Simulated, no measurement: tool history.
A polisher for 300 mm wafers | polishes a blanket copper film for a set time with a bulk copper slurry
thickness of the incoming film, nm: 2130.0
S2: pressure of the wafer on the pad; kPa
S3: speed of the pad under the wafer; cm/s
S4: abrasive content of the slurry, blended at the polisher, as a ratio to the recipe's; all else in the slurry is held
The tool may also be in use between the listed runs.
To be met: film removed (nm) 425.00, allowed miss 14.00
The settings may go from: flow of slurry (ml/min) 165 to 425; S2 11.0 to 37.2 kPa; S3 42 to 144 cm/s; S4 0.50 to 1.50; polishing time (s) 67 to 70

{"run": 1, "hour": 0.0, "flow of slurry (ml/min)": 275, "S2": 24.1, "S3": 92, "S4": 1.0, "polishing time (s)": 67, "film removed (nm)": 602.19}
{"run": 2, "hour": 1.3, "flow of slurry (ml/min)": 315, "S2": 24.1, "S3": 92, "S4": 1.0, "polishing time (s)": 67, "film removed (nm)": 608.17}
{"run": 3, "hour": 9.8, "flow of slurry (ml/min)": 315, "S2": 24.1, "S3": 84, "S4": 1.0, "polishing time (s)": 67, "film removed (nm)": 547.85}
{"run": 4, "hour": 11.3, "flow of slurry (ml/min)": 315, "S2": 24.1, "S3": 84, "S4": 0.9, "polishing time (s)": 67, "film removed (nm)": 539.18}
{"run": 5, "hour": 17.1, "flow of slurry (ml/min)": 345, "S2": 24.1, "S3": 84, "S4": 0.9, "polishing time (s)": 67, "film removed (nm)": 546.87}
{"run": 6, "hour": 17.7, "flow of slurry (ml/min)": 345, "S2": 22.8, "S3": 84, "S4": 0.9, "polishing time (s)": 67, "film removed (nm)": 523.47}
{"run": 7, "hour": 26.1, "flow of slurry (ml/min)": 340, "S2": 21.4, "S3": 84, "S4": 0.9, "polishing time (s)": 67, "film removed (nm)": 496.71}
{"run": 8, "hour": 32.8, "flow of slurry (ml/min)": 340, "S2": 20.7, "S3": 84, "S4": 0.9, "polishing time (s)": 67, "film removed (nm)": 481.55}
{"run": 9, "hour": 38.2, "flow of slurry (ml/min)": 340, "S2": 20.0, "S3": 84, "S4": 0.9, "polishing time (s)": 67, "film removed (nm)": 468.43}
{"hour": 44.9, "done": "worn pad replaced by a new one"}
{"run": 10, "hour": 44.9, "flow of slurry (ml/min)": 340, "S2": 19.3, "S3": 84, "S4": 0.9, "polishing time (s)": 67, "film removed (nm)": 502.88}
{"run": 11, "hour": 48.2, "flow of slurry (ml/min)": 335, "S2": 12.4, "S3": 82, "S4": 0.9, "polishing time (s)": 67, "film removed (nm)": 359.64}
{"run": 12, "hour": 54.5, "flow of slurry (ml/min)": 335, "S2": 13.1, "S3": 82, "S4": 0.9, "polishing time (s)": 67, "film removed (nm)": 375.23}
{"run": 13, "hour": 58.0, "flow of slurry (ml/min)": 335, "S2": 13.8, "S3": 82, "S4": 0.9, "polishing time (s)": 67, "film removed (nm)": 389.68}

5 next moves are on the table. One of them brings every result within its allowed miss. Which?
{"run": "A", "hour": 61.5, "flow of slurry (ml/min)": 365, "S2": 16.5, "S3": 82, "S4": 1.05, "polishing time (s)": 67, "film removed (nm)": "?"}
{"run": "B", "hour": 61.5, "flow of slurry (ml/min)": 325, "S2": 17.9, "S3": 72, "S4": 0.9, "polishing time (s)": 70, "film removed (nm)": "?"}
{"run": "C", "hour": 61.5, "flow of slurry (ml/min)": 310, "S2": 19.3, "S3": 64, "S4": 0.75, "polishing time (s)": 67, "film removed (nm)": "?"}
{"run": "D", "hour": 61.5, "flow of slurry (ml/min)": 295, "S2": 11.0, "S3": 78, "S4": 1.2, "polishing time (s)": 67, "film removed (nm)": "?"}
{"run": "E", "hour": 61.5, "flow of slurry (ml/min)": 330, "S2": 11.0, "S3": 86, "S4": 0.9, "polishing time (s)": 67, "film removed (nm)": "?"}

move=A film_removed_(nm)=454.88
move=B film_removed_(nm)=423.13
move=C film_removed_(nm)=362.60
move=D film_removed_(nm)=339.48
move=E film_removed_(nm)=348.98
A: takes the result that was furthest off past its target
B: meets every target
C: further off than the last run
D: further off than the last run
E: further off than the last run
Move B is the one to make.
